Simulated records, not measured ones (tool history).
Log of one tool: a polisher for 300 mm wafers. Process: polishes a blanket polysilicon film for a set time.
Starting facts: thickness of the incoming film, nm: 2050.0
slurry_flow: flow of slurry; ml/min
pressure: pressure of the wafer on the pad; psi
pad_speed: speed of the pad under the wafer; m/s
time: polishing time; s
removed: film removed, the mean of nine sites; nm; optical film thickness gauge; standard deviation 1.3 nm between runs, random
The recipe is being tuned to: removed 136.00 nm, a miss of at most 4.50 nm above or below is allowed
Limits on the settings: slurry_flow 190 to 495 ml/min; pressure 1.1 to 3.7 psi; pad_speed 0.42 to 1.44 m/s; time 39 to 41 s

{"run": 1, "hour": 0.0, "slurry_flow": 320, "pressure": 2.4, "pad_speed": 0.92, "time": 39, "removed": 222.84}
{"run": 2, "hour": 5.4, "slurry_flow": 320, "pressure": 2.4, "pad_speed": 0.72, "time": 39, "removed": 189.48}
{"run": 3, "hour": 11.2, "slurry_flow": 320, "pressure": 2.3, "pad_speed": 0.72, "time": 39, "removed": 181.07}
{"run": 4, "hour": 15.7, "slurry_flow": 320, "pressure": 2.2, "pad_speed": 0.72, "time": 39, "removed": 172.44}
{"run": 5, "hour": 23.5, "slurry_flow": 320, "pressure": 2.1, "pad_speed": 0.72, "time": 39, "removed": 163.38}
{"run": 6, "hour": 28.0, "slurry_flow": 360, "pressure": 2.1, "pad_speed": 0.72, "time": 39, "removed": 167.71}
{"run": 7, "hour": 35.6, "slurry_flow": 355, "pressure": 2.0, "pad_speed": 0.72, "time": 39, "removed": 161.14}
{"run": 8, "hour": 38.7, "slurry_flow": 350, "pressure": 1.9, "pad_speed": 0.72, "time": 39, "removed": 153.05}
{"run": 9, "hour": 39.6, "slurry_flow": 345, "pressure": 1.6, "pad_speed": 0.72, "time": 39, "removed": 128.92}
{"run": 10, "hour": 40.6, "slurry_flow": 350, "pressure": 1.6, "pad_speed": 0.72, "time": 39, "removed": 128.84}
{"run": 11, "hour": 43.3, "slurry_flow": 355, "pressure": 1.6, "pad_speed": 0.72, "time": 39, "removed": 130.81}
{"run": 12, "hour": 50.6, "slurry_flow": 360, "pressure": 1.6, "pad_speed": 0.72, "time": 39, "removed": 129.32}
{"run": 13, "hour": 52.8, "slurry_flow": 360, "pressure": 1.6, "pad_speed": 0.72, "time": 39, "removed": 131.05}
{"run": 14, "hour": 58.7, "slurry_flow": 365, "pressure": 1.6, "pad_speed": 0.72, "time": 39, "removed": 130.21}

Which of these 4 next moves meets every target?
{"run": "A", "hour": 64.6, "slurry_flow": 305, "pressure": 1.2, "pad_speed": 0.82, "time": 41, "removed": "?"}
{"run": "B", "hour": 64.6, "slurry_flow": 310, "pressure": 1.8, "pad_speed": 0.78, "time": 39, "removed": "?"}
{"run": "C", "hour": 64.6, "slurry_flow": 400, "pressure": 1.6, "pad_speed": 0.7, "time": 41, "removed": "?"}
{"run": "D", "hour": 64.6, "slurry_flow": 330, "pressure": 1.7, "pad_speed": 0.82, "time": 40, "removed": "?"}

move=A removed=111.12
move=B removed=149.98
move=C removed=133.75
move=D removed=151.57
A: moves away from the targets compared with the last run
B: moves the result that the last run missed by most past its target, out the other side
C: hits every target within its allowed miss
D: moves the result that the last run missed by most past its target, out the other side
The move that meets every target is C.

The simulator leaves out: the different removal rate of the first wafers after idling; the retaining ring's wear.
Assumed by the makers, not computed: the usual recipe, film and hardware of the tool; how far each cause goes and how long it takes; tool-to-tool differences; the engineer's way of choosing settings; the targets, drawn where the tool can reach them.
